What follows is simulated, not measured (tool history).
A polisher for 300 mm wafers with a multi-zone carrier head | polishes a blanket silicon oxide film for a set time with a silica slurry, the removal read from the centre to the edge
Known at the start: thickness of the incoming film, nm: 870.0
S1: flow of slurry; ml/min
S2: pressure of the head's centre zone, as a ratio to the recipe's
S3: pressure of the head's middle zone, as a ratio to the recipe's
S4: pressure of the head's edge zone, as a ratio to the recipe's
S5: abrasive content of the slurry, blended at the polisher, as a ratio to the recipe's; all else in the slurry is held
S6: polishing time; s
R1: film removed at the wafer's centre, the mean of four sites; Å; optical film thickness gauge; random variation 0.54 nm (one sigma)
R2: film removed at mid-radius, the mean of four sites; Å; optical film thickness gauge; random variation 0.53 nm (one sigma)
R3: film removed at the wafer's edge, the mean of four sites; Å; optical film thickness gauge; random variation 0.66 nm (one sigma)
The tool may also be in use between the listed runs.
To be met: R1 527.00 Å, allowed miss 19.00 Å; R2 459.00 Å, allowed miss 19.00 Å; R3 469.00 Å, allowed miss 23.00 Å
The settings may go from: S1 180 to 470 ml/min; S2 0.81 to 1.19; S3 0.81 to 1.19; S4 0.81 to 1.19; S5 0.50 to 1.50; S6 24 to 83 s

run,day,S1,S2,S3,S4,S5,S6,R1,R2,R3
1,0.000,300,1.00,1.00,1.00,1.00,53,1170.50,1165.80,1183.50
2,0.162,280,1.00,0.98,0.97,0.90,48,996.19,979.55,959.92
3,0.296,280,1.00,0.92,0.97,0.90,48,992.60,944.33,943.12
4,0.642,275,1.00,0.90,0.98,0.85,44,870.87,825.89,873.22
5,0.912,275,1.00,0.84,0.98,0.85,44,856.53,768.39,881.80
6,1.046,270,1.01,0.84,0.96,0.80,41,797.33,681.20,779.00
7,1.358,265,1.00,0.85,0.93,0.75,39,713.25,631.35,684.89
8,1.542,260,0.99,0.84,0.91,0.70,39,677.07,587.29,663.82
9,1.588,260,0.99,0.85,0.89,0.65,38,628.43,551.07,592.52
10,1.892,260,0.99,0.85,0.88,0.60,38,582.53,531.43,559.66
11,2.004,260,1.00,0.85,0.87,0.60,38,598.89,521.68,563.80
12,2.367,260,1.00,0.86,0.86,0.60,38,598.39,526.82,560.62
13,2.708,260,1.00,0.86,0.85,0.60,38,594.11,521.76,549.52
14,3.050,260,1.00,0.86,0.84,0.60,38,593.32,522.53,550.95
15,3.171,260,1.00,0.86,0.83,0.60,38,587.62,533.72,547.97
16,3.450,260,1.01,0.86,0.83,0.60,38,589.35,530.68,549.89
17,3.633,260,1.02,0.86,0.83,0.60,37,579.31,512.84,543.51
18,3.708,255,1.01,0.86,0.82,0.55,37,537.59,486.58,493.01
19,3.946,250,1.02,0.86,0.82,0.55,37,545.69,483.03,495.45
20,4.317,250,1.04,0.86,0.81,0.50,35,477.91,412.10,435.65
21,4.354,265,1.04,0.87,0.81,0.50,35,484.63,411.55,425.33
22,4.454,275,1.03,0.87,0.81,0.50,35,489.40,419.98,415.90
23,4.679,275,1.02,0.87,0.81,0.50,35,482.48,423.87,429.46

5 next moves are on the table. One of them brings every result within its allowed miss. Which?
A,4.904,325,1.01,0.85,0.81,0.50,38,?,?,?
B,4.904,370,1.18,0.82,0.82,0.50,34,?,?,?
C,4.904,305,1.02,1.03,0.81,0.50,35,?,?,?
D,4.904,325,1.04,0.88,0.84,0.50,34,?,?,?
E,4.904,250,0.82,0.83,0.96,0.70,28,?,?,?

move,R1,R2,R3
A,533.77,458.29,471.71
B,561.66,402.53,428.38
C,493.39,492.34,431.28
D,491.27,421.86,428.68
E,406.00,418.64,477.79
A: meets every target
B: takes the result that was furthest off past its target
C: nearer than the last run, and not there yet
D: nearer than the last run, and not there yet
E: further off than the last run
Move A is the one to make.
